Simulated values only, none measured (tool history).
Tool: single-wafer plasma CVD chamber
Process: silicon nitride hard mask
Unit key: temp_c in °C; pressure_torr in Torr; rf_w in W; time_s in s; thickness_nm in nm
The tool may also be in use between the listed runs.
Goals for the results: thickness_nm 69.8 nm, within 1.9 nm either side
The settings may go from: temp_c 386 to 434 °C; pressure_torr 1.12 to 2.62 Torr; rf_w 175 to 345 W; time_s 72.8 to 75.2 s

run,day,temp_c,pressure_torr,rf_w,time_s,thickness_nm
1,0,410,1.87,260,72.8,82.95
2,0.083,417,1.87,260,72.8,82.605
3,0.217,417,1.87,285,72.8,88.832
4,0.325,417,1.75,270,72.8,83.363
# day 0.425: capacitance manometer re-zeroed and calibrated
5,0.425,417,1.75,285,72.8,85.545
6,0.742,417,1.62,275,72.8,81.351
7,1.1,417,1.52,270,72.8,78.671
8,1.462,417,1.44,265,72.8,76.414
9,1.508,417,1.38,260,72.8,74.181
10,1.775,417,1.33,260,72.8,73.363

Which of these 5 next moves meets every target?
A,2.042,414,1.3,250,72.8,?
B,2.042,418,1.31,230,74,?
C,2.042,418,1.12,245,72.8,?
D,2.042,415,1.22,235,72.8,?
E,2.042,415,1.42,255,74.1,?

move,thickness_nm
A,70.824
B,67.275
C,66.226
D,65.983
E,75.267
A: each result inside its tolerance
B: the result that was furthest off in the last run now lies on the other side of its target
C: the result that was furthest off in the last run now lies on the other side of its target
D: the result that was furthest off in the last run now lies on the other side of its target
E: misses by more than the last run did
The right move is A.
